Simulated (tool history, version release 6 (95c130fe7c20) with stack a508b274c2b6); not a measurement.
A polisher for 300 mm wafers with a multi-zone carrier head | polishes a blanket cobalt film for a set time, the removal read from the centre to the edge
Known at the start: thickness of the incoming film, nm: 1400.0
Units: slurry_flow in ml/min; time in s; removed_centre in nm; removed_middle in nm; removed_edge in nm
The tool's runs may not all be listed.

{"run": 1, "hour": 0.0, "slurry_flow": 235, "centre_zone": 1, "middle_zone": 1, "edge_zone": 1, "time": 65, "removed_centre": 436.19, "removed_middle": 424.62, "removed_edge": 441.65}
{"run": 2, "hour": 3.2, "slurry_flow": 230, "centre_zone": 0.97, "middle_zone": 0.98, "edge_zone": 0.98, "time": 55, "removed_centre": 349.69, "removed_middle": 351.17, "removed_edge": 362}
{"run": 3, "hour": 8.3, "slurry_flow": 225, "centre_zone": 0.94, "middle_zone": 0.94, "edge_zone": 0.96, "time": 50, "removed_centre": 308.78, "removed_middle": 308.58, "removed_edge": 327.29}
{"run": 4, "hour": 13.3, "slurry_flow": 225, "centre_zone": 0.94, "middle_zone": 0.94, "edge_zone": 0.96, "time": 35, "removed_centre": 214.55, "removed_middle": 216.58, "removed_edge": 225.84}
{"run": 5, "hour": 19.6, "slurry_flow": 225, "centre_zone": 0.94, "middle_zone": 0.94, "edge_zone": 0.96, "time": 50, "removed_centre": 304.72, "removed_middle": 304.32, "removed_edge": 330.06}
{"run": 6, "hour": 28.1, "slurry_flow": 190, "centre_zone": 0.94, "middle_zone": 0.94, "edge_zone": 0.96, "time": 50, "removed_centre": 300.53, "removed_middle": 305.16, "removed_edge": 323.15}
{"run": 7, "hour": 35.3, "slurry_flow": 190, "centre_zone": 0.93, "middle_zone": 0.93, "edge_zone": 0.96, "time": 46, "removed_centre": 276.07, "removed_middle": 276.75, "removed_edge": 294.56}

Forecast run 8:
{"run": 8, "hour": 41.7, "slurry_flow": 190, "centre_zone": 0.92, "middle_zone": 0.93, "edge_zone": 0.96, "time": 43, "removed_centre": "?", "removed_middle": "?", "removed_edge": "?"}

removed_centre: 258.98 nm
removed_middle: 259.12 nm
removed_edge: 272.01 nm

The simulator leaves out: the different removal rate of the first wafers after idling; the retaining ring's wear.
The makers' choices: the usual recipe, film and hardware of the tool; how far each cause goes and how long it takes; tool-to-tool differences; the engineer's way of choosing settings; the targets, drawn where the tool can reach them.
